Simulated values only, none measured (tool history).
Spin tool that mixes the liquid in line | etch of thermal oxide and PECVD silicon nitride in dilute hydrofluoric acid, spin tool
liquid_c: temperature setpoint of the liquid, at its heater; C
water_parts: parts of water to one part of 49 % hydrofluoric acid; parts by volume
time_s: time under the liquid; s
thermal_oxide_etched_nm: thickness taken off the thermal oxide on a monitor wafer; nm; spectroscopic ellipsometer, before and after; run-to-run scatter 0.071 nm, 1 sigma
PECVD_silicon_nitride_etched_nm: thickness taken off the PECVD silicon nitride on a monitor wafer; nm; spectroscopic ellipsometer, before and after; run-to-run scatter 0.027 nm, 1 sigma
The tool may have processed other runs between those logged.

| run | hour | liquid_c | water_parts | time_s | thermal_oxide_etched_nm | PECVD_silicon_nitride_etched_nm |
|---|---|---|---|---|---|---|
| 1 | 0 | 23 | 45 | 180 | 20.9 | 7.6883 |
| 2 | 7.4 | 23 | 45 | 105 | 12.359 | 4.4865 |
| 3 | 15.5 | 20 | 45 | 105 | 10.907 | 3.6346 |
| 4 | 20.3 | 20 | 30 | 105 | 16.673 | 5.4604 |
| 5 | 24.8 | 20.5 | 35 | 105 | 14.523 | 4.8762 |
| 6 | 25.5 | 20.5 | 40 | 105 | 12.478 | 4.2517 |

What does the tool deliver on the next run?
| 7 | 34.3 | 20.5 | 45 | 105 | ? | ? |

{"run 7": {"thermal_oxide_etched_nm": 11.035, "PECVD_silicon_nitride_etched_nm": 3.7523}}
